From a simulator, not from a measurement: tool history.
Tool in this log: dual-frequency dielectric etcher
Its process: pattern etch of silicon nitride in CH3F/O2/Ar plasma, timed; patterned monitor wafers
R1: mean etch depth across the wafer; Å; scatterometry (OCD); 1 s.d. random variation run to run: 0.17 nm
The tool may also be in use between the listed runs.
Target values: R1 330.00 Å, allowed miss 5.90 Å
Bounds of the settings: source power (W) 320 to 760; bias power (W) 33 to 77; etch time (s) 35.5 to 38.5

run 1 hour=0.0 | source_power_(W)=540 bias_power_(W)=55 etch_time_(s)=38.5 | R1=284.63
run 2 hour=4.5 | source_power_(W)=600 bias_power_(W)=56 etch_time_(s)=38.5 | R1=300.99
run 3 hour=8.0 | source_power_(W)=600 bias_power_(W)=62 etch_time_(s)=38.5 | R1=311.83
run 4 hour=13.8 | source_power_(W)=600 bias_power_(W)=62 etch_time_(s)=38.5 | R1=311.58
run 5 hour=22.4 | source_power_(W)=600 bias_power_(W)=54 etch_time_(s)=38.5 | R1=298.83
run 6 hour=25.6 | source_power_(W)=600 bias_power_(W)=48 etch_time_(s)=38.5 | R1=286.82
run 7 hour=30.2 | source_power_(W)=650 bias_power_(W)=49 etch_time_(s)=38.5 | R1=296.43
run 8 hour=32.5 | source_power_(W)=760 bias_power_(W)=59 etch_time_(s)=38.5 | R1=338.77
run 9 hour=35.9 | source_power_(W)=750 bias_power_(W)=59 etch_time_(s)=38.5 | R1=334.45

Which of these 4 next moves meets every target?
run A hour=39.3 | source_power_(W)=760 bias_power_(W)=60 etch_time_(s)=38.5 | R1=?
run B hour=39.3 | source_power_(W)=750 bias_power_(W)=63 etch_time_(s)=38.5 | R1=?
run C hour=39.3 | source_power_(W)=730 bias_power_(W)=65 etch_time_(s)=38.5 | R1=?
run D hour=39.3 | source_power_(W)=740 bias_power_(W)=61 etch_time_(s)=37.5 | R1=?

move=A R1=337.96
move=B R1=341.49
move=C R1=341.16
move=D R1=327.28
A: lands further from the targets than the last run did
B: lands further from the targets than the last run did
C: lands further from the targets than the last run did
D: meets every target
The right move is D.
